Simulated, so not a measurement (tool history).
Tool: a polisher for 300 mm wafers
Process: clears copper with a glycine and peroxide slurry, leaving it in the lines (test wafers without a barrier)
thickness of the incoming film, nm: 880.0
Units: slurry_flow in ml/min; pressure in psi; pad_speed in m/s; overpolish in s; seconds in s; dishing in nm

run 1 day=0.000 | slurry_flow=165 pressure=3.0 pad_speed=1.22 overpolish=28 | seconds=134.80 dishing=89.968
run 2 day=0.046 | slurry_flow=165 pressure=3.0 pad_speed=1.38 overpolish=28 | seconds=123.88 dishing=96.526
run 3 day=0.225 | slurry_flow=165 pressure=3.4 pad_speed=1.38 overpolish=28 | seconds=109.10 dishing=103.480
run 4 day=0.271 | slurry_flow=165 pressure=3.4 pad_speed=1.18 overpolish=28 | seconds=125.49 dishing=99.501
run 5 day=0.454 | slurry_flow=155 pressure=2.8 pad_speed=1.10 overpolish=29 | seconds=155.17 dishing=84.194
run 6 day=0.796 | slurry_flow=155 pressure=2.8 pad_speed=1.32 overpolish=29 | seconds=134.23 dishing=90.982
run 7 day=1.133 | slurry_flow=150 pressure=2.4 pad_speed=1.18 overpolish=30 | seconds=166.09 dishing=77.997
run 8 day=1.483 | slurry_flow=145 pressure=2.1 pad_speed=1.10 overpolish=32 | seconds=195.33 dishing=72.701
run 9 day=1.575 | slurry_flow=140 pressure=1.9 pad_speed=1.06 overpolish=33 | seconds=221.24 dishing=68.510
run 10 day=1.662 | slurry_flow=135 pressure=1.8 pad_speed=1.06 overpolish=33 | seconds=228.84 dishing=65.929
run 11 day=1.954 | slurry_flow=130 pressure=1.7 pad_speed=1.06 overpolish=33 | seconds=243.75 dishing=62.811
run 12 day=2.267 | slurry_flow=120 pressure=1.7 pad_speed=1.06 overpolish=33 | seconds=245.33 dishing=64.144

Run 13 comes next. What will it give?
run 13 day=2.483 | slurry_flow=115 pressure=1.7 pad_speed=1.06 overpolish=33 | seconds=? dishing=?

seconds: 245.11 s
dishing: 63.003 nm
